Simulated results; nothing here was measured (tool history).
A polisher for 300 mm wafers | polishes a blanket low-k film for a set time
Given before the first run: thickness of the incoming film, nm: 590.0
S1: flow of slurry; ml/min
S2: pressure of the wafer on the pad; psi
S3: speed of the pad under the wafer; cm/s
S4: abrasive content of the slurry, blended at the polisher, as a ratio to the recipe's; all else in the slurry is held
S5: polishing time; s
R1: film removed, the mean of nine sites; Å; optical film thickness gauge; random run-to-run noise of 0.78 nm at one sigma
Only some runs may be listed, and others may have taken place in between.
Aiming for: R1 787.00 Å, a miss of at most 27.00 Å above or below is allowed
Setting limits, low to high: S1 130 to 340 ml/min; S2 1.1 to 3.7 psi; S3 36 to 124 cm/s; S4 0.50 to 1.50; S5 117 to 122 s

run	hour	S1	S2	S3	S4	S5	R1
1	0.0	220	2.4	80	1.00	117	492.66
2	3.6	220	2.4	80	1.00	117	486.65
3	11.6	220	2.7	80	1.00	117	539.38
4	13.8	220	2.7	90	1.00	117	590.80
5	16.1	220	2.7	70	1.00	117	492.84
6	23.0	220	2.7	70	1.00	117	494.86
7	25.8	220	2.9	72	1.00	117	540.10
8	28.6	225	3.5	80	1.00	117	680.19
9	36.2	225	3.5	80	1.00	117	691.03
10	41.6	225	3.5	80	1.00	117	691.26
11	44.3	225	3.5	82	1.00	117	699.36

4 next moves are on the table. One of them brings every result within its allowed miss. Which?
A	47.0	210	3.5	78	1.00	118	?
B	47.0	285	3.1	90	1.15	117	?
C	47.0	245	3.7	92	0.90	122	?
D	47.0	220	3.7	80	0.95	118	?

move	R1
A	675.04
B	738.92
C	790.90
D	705.62
A: the biggest miss grows against the last run
B: gains on the last run, yet a result remains outside its allowed miss
C: all results in spec
D: gains on the last run, yet a result remains outside its allowed miss
C meets every target.
